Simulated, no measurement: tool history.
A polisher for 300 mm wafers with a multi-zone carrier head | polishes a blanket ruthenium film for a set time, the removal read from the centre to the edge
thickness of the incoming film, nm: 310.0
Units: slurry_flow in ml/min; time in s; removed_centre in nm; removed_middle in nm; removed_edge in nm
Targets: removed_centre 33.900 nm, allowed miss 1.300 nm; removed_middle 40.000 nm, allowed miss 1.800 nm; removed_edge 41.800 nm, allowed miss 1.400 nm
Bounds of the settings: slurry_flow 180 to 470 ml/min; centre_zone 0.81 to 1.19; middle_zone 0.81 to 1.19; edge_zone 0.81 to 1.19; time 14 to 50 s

| run | hour | slurry_flow | centre_zone | middle_zone | edge_zone | time | removed_centre | removed_middle | removed_edge |
|---|---|---|---|---|---|---|---|---|---|
| 1 | 0.0 | 300 | 1.00 | 1.00 | 1.00 | 32 | 42.911 | 41.678 | 44.482 |
| 2 | 8.6 | 300 | 1.06 | 1.00 | 1.00 | 32 | 44.725 | 41.595 | 44.819 |
| 3 | 14.7 | 290 | 0.98 | 1.01 | 1.02 | 31 | 41.423 | 40.961 | 43.852 |
| 4 | 20.2 | 340 | 0.98 | 1.01 | 1.02 | 31 | 42.121 | 40.774 | 44.499 |
|  | 22.1 | edge zone pressure recalibrated |
| 5 | 22.1 | 340 | 1.05 | 1.01 | 1.02 | 31 | 44.109 | 41.771 | 42.676 |
| 6 | 27.7 | 305 | 1.05 | 1.01 | 1.02 | 31 | 44.110 | 41.797 | 41.656 |
| 7 | 35.2 | 295 | 0.98 | 1.04 | 1.00 | 30 | 39.224 | 40.483 | 40.946 |
| 8 | 38.3 | 285 | 0.93 | 1.05 | 0.99 | 30 | 37.398 | 39.268 | 39.716 |
| 9 | 40.7 | 270 | 0.89 | 1.06 | 1.03 | 30 | 35.177 | 40.839 | 39.933 |
| 10 | 45.6 | 270 | 0.87 | 1.04 | 1.04 | 30 | 34.870 | 39.291 | 41.249 |

5 next moves are on the table. One of them brings every result within its allowed miss. Which?
| A | 50.5 | 185 | 0.84 | 1.07 | 1.06 | 32 | ? | ? | ? |
| B | 50.5 | 225 | 0.84 | 1.10 | 1.09 | 29 | ? | ? | ? |
| C | 50.5 | 275 | 0.86 | 1.13 | 1.03 | 29 | ? | ? | ? |
| D | 50.5 | 285 | 0.92 | 0.96 | 1.00 | 30 | ? | ? | ? |
| E | 50.5 | 290 | 0.91 | 1.01 | 1.00 | 29 | ? | ? | ? |

| move | removed_centre | removed_middle | removed_edge |
|---|---|---|---|
| A | 34.435 | 39.360 | 42.749 |
| B | 32.403 | 37.414 | 40.258 |
| C | 34.065 | 38.978 | 39.927 |
| D | 37.479 | 37.256 | 40.897 |
| E | 35.976 | 37.004 | 39.577 |
A: meets every target
B: takes the result that was furthest off past its target
C: brings the result that was furthest off to its target, and leaves another outside
D: further off than the last run
E: further off than the last run
The right move is A.
